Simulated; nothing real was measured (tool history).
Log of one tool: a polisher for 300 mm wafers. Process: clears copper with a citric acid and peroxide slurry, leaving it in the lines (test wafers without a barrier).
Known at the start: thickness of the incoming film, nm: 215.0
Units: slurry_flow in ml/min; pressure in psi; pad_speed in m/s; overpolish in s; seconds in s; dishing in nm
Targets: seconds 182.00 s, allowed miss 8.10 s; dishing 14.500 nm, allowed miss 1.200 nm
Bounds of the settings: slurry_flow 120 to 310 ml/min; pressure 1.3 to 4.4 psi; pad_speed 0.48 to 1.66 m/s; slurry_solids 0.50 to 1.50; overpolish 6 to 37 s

run 1 hour=0.0 | slurry_flow=200 pressure=2.8 pad_speed=1.06 slurry_solids=1.00 overpolish=19 | seconds=122.96 dishing=26.121
run 2 hour=7.5 | slurry_flow=200 pressure=2.5 pad_speed=1.06 slurry_solids=1.00 overpolish=18 | seconds=136.31 dishing=23.061
run 3 hour=15.6 | slurry_flow=200 pressure=2.3 pad_speed=1.06 slurry_solids=1.00 overpolish=17 | seconds=146.52 dishing=19.278
run 4 hour=18.0 | slurry_flow=200 pressure=2.1 pad_speed=1.06 slurry_solids=1.00 overpolish=17 | seconds=163.04 dishing=18.905
run 5 hour=18.6 | slurry_flow=200 pressure=2.1 pad_speed=1.06 slurry_solids=1.00 overpolish=25 | seconds=161.63 dishing=26.227
run 6 hour=26.7 | slurry_flow=200 pressure=2.1 pad_speed=1.06 slurry_solids=1.00 overpolish=21 | seconds=160.09 dishing=21.883
run 7 hour=28.4 | slurry_flow=200 pressure=1.6 pad_speed=1.06 slurry_solids=1.00 overpolish=14 | seconds=210.52 dishing=11.445
run 8 hour=31.5 | slurry_flow=200 pressure=1.7 pad_speed=1.06 slurry_solids=1.00 overpolish=14 | seconds=196.29 dishing=12.876

Which of these 5 next moves meets every target?
run A hour=34.6 | slurry_flow=185 pressure=1.5 pad_speed=1.06 slurry_solids=0.90 overpolish=14 | seconds=? dishing=?
run B hour=34.6 | slurry_flow=250 pressure=1.9 pad_speed=1.02 slurry_solids=0.95 overpolish=15 | seconds=? dishing=?
run C hour=34.6 | slurry_flow=195 pressure=1.4 pad_speed=1.10 slurry_solids=1.20 overpolish=16 | seconds=? dishing=?
run D hour=34.6 | slurry_flow=165 pressure=1.7 pad_speed=1.02 slurry_solids=0.80 overpolish=15 | seconds=? dishing=?
run E hour=34.6 | slurry_flow=225 pressure=1.6 pad_speed=1.06 slurry_solids=0.85 overpolish=20 | seconds=? dishing=?

move=A seconds=229.58 dishing=10.842
move=B seconds=181.76 dishing=14.549
move=C seconds=222.78 dishing=12.659
move=D seconds=218.57 dishing=12.172
move=E seconds=213.74 dishing=16.315
A: further off than the last run
B: meets every target
C: further off than the last run
D: further off than the last run
E: further off than the last run
The right move is B.
